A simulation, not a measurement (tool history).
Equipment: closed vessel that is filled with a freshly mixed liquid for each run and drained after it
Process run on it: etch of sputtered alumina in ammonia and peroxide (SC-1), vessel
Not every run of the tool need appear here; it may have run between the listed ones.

run  hour  temperature setpoint of the liquid (C)  parts of 29 % ammonia solution to one part of 30 % peroxide (parts by volume)  time in the liquid (s)  thickness taken off the sputtered alumina on a monitor wafer (Å)
  1   0.0                                    53.0                                                                            0.7                     100                                                            60.136
  2   1.0                                    50.0                                                                            0.7                     100                                                            51.451
  3   5.8                                    47.5                                                                            0.7                     100                                                            44.643
  4   7.6                                    46.0                                                                            0.7                     100                                                            41.181
  5   9.2                                    46.0                                                                            0.7                      60                                                            24.518
  6  13.7                                    46.0                                                                            0.8                      60                                                            24.796
  7  18.3                                    46.5                                                                            0.8                      60                                                            25.658
  8  26.8                                    47.0                                                                            0.8                      60                                                            26.243

For run 9, what comes out?
  9  28.8                                    47.5                                                                            0.8                      60                                                                 ?

thickness taken off the sputtered alumina on a monitor wafer (Å): 27.019

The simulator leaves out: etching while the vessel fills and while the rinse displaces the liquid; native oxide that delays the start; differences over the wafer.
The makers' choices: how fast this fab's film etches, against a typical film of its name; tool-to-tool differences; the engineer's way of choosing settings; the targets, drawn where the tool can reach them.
